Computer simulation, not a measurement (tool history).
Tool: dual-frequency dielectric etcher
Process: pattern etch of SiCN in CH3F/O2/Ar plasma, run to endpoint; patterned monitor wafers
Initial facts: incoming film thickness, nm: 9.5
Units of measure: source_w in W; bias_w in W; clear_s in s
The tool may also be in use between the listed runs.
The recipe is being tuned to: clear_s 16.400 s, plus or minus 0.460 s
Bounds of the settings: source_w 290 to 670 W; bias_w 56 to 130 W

run	hour	source_w	bias_w	clear_s
1	0.0	480	93	20.113
2	2.6	520	98	19.500
3	4.0	520	104	18.494
4	7.7	540	107	18.175
5	13.7	500	107	18.825
6	18.6	530	109	18.078
7	19.5	530	109	17.888
8	27.3	550	110	17.655
9	29.6	570	111	17.346
10	30.5	580	112	16.807

Which of these 5 next moves meets every target?
A	31.4	580	107	?
B	31.4	610	117	?
C	31.4	560	108	?
D	31.4	480	126	?
E	31.4	510	118	?

move	clear_s
A	17.273
B	16.166
C	17.515
D	17.719
E	17.671
A: the biggest miss grows against the last run
B: every result within its allowed miss
C: the biggest miss grows against the last run
D: the biggest miss grows against the last run
E: the biggest miss grows against the last run
B is the move that brings every result within its allowed miss.
